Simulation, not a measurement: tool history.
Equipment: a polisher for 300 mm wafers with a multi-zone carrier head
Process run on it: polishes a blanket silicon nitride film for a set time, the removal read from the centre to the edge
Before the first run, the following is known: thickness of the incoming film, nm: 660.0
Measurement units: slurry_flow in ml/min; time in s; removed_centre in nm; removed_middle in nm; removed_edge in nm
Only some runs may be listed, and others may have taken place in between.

Run 1, hour 0.0: slurry_flow 240 ml/min, centre_zone 1.00, middle_zone 1.00, edge_zone 1.00, time 79 s. Result: removed_centre 186.70 nm, removed_middle 179.52 nm, removed_edge 178.48 nm.
Run 2, hour 3.3: slurry_flow 240 ml/min, centre_zone 1.00, middle_zone 1.00, edge_zone 0.94, time 79 s. Result: removed_centre 180.69 nm, removed_middle 179.63 nm, removed_edge 172.02 nm.
Run 3, hour 11.4: slurry_flow 240 ml/min, centre_zone 0.96, middle_zone 1.00, edge_zone 0.94, time 79 s. Result: removed_centre 178.50 nm, removed_middle 177.70 nm, removed_edge 170.80 nm.
Run 4, hour 13.9: slurry_flow 240 ml/min, centre_zone 0.96, middle_zone 0.95, edge_zone 0.94, time 79 s. Result: removed_centre 176.67 nm, removed_middle 173.39 nm, removed_edge 172.25 nm.
Run 5, hour 17.1: slurry_flow 240 ml/min, centre_zone 0.96, middle_zone 0.95, edge_zone 1.01, time 79 s. Result: removed_centre 178.75 nm, removed_middle 174.57 nm, removed_edge 179.36 nm.
Run 6, hour 24.5: slurry_flow 245 ml/min, centre_zone 0.95, middle_zone 0.96, edge_zone 1.04, time 82 s. Result: removed_centre 182.02 nm, removed_middle 183.04 nm, removed_edge 186.13 nm.
Run 7, hour 27.7: slurry_flow 240 ml/min, centre_zone 0.94, middle_zone 0.96, edge_zone 1.06, time 85 s. Result: removed_centre 189.65 nm, removed_middle 187.65 nm, removed_edge 196.38 nm.
Run 8, hour 35.9: slurry_flow 245 ml/min, centre_zone 0.93, middle_zone 0.97, edge_zone 1.08, time 87 s. Result: removed_centre 193.74 nm, removed_middle 196.50 nm, removed_edge 204.89 nm.
Run 9, hour 39.5: slurry_flow 255 ml/min, centre_zone 0.93, middle_zone 0.97, edge_zone 1.10, time 88 s. Result: removed_centre 190.70 nm, removed_middle 197.97 nm, removed_edge 208.06 nm.
Run 10, hour 40.4: slurry_flow 255 ml/min, centre_zone 0.94, middle_zone 0.98, edge_zone 1.12, time 89 s. Result: removed_centre 199.19 nm, removed_middle 201.17 nm, removed_edge 213.45 nm.
Run 11, hour 46.8: slurry_flow 260 ml/min, centre_zone 0.94, middle_zone 0.99, edge_zone 1.13, time 90 s. Result: removed_centre 198.76 nm, removed_middle 205.49 nm, removed_edge 215.28 nm.
Run 12, hour 48.8: slurry_flow 260 ml/min, centre_zone 0.94, middle_zone 0.99, edge_zone 1.14, time 91 s. Result: removed_centre 208.64 nm, removed_middle 207.70 nm, removed_edge 217.73 nm.

What will run 13 give?
Run 13, hour 56.5: slurry_flow 260 ml/min, centre_zone 0.93, middle_zone 0.99, edge_zone 1.15, time 92 s. Result: removed_centre ?, removed_middle ?, removed_edge ?.

Run 13 gave removed_centre 199.23 nm, removed_middle 208.62 nm, removed_edge 222.89 nm.
